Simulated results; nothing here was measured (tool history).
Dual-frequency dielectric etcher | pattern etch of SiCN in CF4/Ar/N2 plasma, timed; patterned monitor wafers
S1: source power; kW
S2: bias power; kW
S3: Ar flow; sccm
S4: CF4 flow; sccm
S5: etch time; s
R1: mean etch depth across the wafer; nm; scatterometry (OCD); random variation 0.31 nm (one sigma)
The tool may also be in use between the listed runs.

run	hour	S1	S2	S3	S4	S5	R1
1	0	0.54	0.097	119	42	97	85.509
2	4.4	0.54	0.097	139	42	97	83.521
3	10.1	0.54	0.097	139	42	97	83.256
4	17.6	0.59	0.099	139	42	97	91.897
5	23	0.59	0.099	139	47	97	93.169
6	31.4	0.59	0.099	139	42	97	91.654
7	35	0.63	0.099	139	42	97	98.145

Forecast run 8:
8	37.1	0.66	0.099	139	42	97	?

R1: 102.73 nm
